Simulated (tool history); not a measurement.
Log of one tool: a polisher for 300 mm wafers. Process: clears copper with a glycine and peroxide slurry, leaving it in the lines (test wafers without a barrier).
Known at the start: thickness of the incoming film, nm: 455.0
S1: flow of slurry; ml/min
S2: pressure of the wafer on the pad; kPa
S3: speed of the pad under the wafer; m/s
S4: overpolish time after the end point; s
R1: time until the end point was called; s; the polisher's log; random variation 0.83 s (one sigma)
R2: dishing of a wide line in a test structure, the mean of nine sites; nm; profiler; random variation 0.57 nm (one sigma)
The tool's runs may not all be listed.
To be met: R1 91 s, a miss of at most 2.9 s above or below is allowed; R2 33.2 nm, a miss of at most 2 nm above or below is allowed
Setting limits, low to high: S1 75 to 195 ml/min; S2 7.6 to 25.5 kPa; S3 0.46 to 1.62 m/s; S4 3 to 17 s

| run | hour | S1 | S2 | S3 | S4 | R1 | R2 |
|---|---|---|---|---|---|---|---|
| 1 | 0 | 125 | 16.5 | 1.04 | 9 | 114.39 | 27.372 |
| 2 | 2.2 | 125 | 16.5 | 0.94 | 9 | 126.66 | 25.512 |
| 3 | 4.1 | 125 | 16.5 | 0.84 | 9 | 139.24 | 23.548 |
| 4 | 12.8 | 125 | 13.1 | 0.84 | 9 | 162.83 | 20.718 |
| 5 | 15.7 | 130 | 14.5 | 0.84 | 9 | 148.93 | 21.928 |
| 6 | 24.8 | 130 | 17.2 | 0.84 | 9 | 132.5 | 24.964 |
| 7 | 27.3 | 130 | 17.2 | 0.84 | 9 | 132.33 | 24.545 |
| 8 | 30.3 | 135 | 17.9 | 0.84 | 9 | 124.88 | 25.778 |
| 9 | 31.3 | 140 | 18.6 | 0.84 | 9 | 124.24 | 26.207 |
| 10 | 39.8 | 140 | 19.3 | 0.84 | 9 | 119.21 | 26.949 |
| 11 | 41.2 | 175 | 23.4 | 0.86 | 9 | 98.897 | 30.939 |

Below are 5 possible settings for the next run. Only one of them brings all results inside the allowed miss of their targets. Which is it?
| A | 42.6 | 190 | 23.4 | 0.76 | 9 | ? | ? |
| B | 42.6 | 185 | 24.1 | 1 | 10 | ? | ? |
| C | 42.6 | 175 | 25.5 | 0.86 | 9 | ? | ? |
| D | 42.6 | 165 | 22.1 | 0.82 | 9 | ? | ? |
| E | 42.6 | 145 | 25.5 | 0.98 | 10 | ? | ? |

| move | R1 | R2 |
|---|---|---|
| A | 104.24 | 30.291 |
| B | 81.404 | 39.656 |
| C | 89.191 | 34.258 |
| D | 104.9 | 30.063 |
| E | 82.441 | 39.337 |
A: misses by more than the last run did
B: pushes the last run's worst result past its target
C: all results in spec
D: misses by more than the last run did
E: pushes the last run's worst result past its target
The right move is C.
